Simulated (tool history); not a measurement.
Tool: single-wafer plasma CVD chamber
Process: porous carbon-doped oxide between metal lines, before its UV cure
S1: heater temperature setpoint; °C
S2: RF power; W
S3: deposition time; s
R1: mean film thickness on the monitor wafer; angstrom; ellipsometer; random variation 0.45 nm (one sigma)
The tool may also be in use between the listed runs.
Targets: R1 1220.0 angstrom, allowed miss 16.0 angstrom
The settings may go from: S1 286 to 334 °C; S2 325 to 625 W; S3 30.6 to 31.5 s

run 1 day=0.000 | S1=310 S2=475 S3=30.6 | R1=1547.5
run 2 day=0.042 | S1=316 S2=450 S3=30.6 | R1=1428.8
run 3 day=0.167 | S1=321 S2=440 S3=30.6 | R1=1367.5
run 4 day=0.400 | S1=324 S2=430 S3=30.6 | R1=1322.8
run 5 day=0.567 | S1=327 S2=425 S3=30.6 | R1=1288.8
run 6 day=0.875 | S1=318 S2=425 S3=30.6 | R1=1346.0
run 7 day=1.125 | S1=322 S2=420 S3=30.6 | R1=1308.8
run 8 day=1.362 | S1=325 S2=420 S3=30.6 | R1=1290.7
run 9 day=1.517 | S1=327 S2=420 S3=30.6 | R1=1275.6
run 10 day=1.612 | S1=329 S2=420 S3=30.6 | R1=1265.2
run 11 day=1.846 | S1=330 S2=420 S3=30.6 | R1=1255.3
run 12 day=2.142 | S1=331 S2=420 S3=30.6 | R1=1247.9
run 13 day=2.279 | S1=332 S2=420 S3=30.6 | R1=1246.9
run 14 day=2.612 | S1=333 S2=420 S3=30.6 | R1=1245.9

4 next moves are on the table. One of them brings every result within its allowed miss. Which?
run A day=2.946 | S1=334 S2=415 S3=31.3 | R1=?
run B day=2.946 | S1=334 S2=415 S3=30.6 | R1=?
run C day=2.946 | S1=329 S2=420 S3=30.8 | R1=?
run D day=2.946 | S1=329 S2=415 S3=31.2 | R1=?

move=A R1=1254.7
move=B R1=1227.5
move=C R1=1276.8
move=D R1=1279.9
A: further off than the last run
B: meets every target
C: further off than the last run
D: further off than the last run
Answer: B
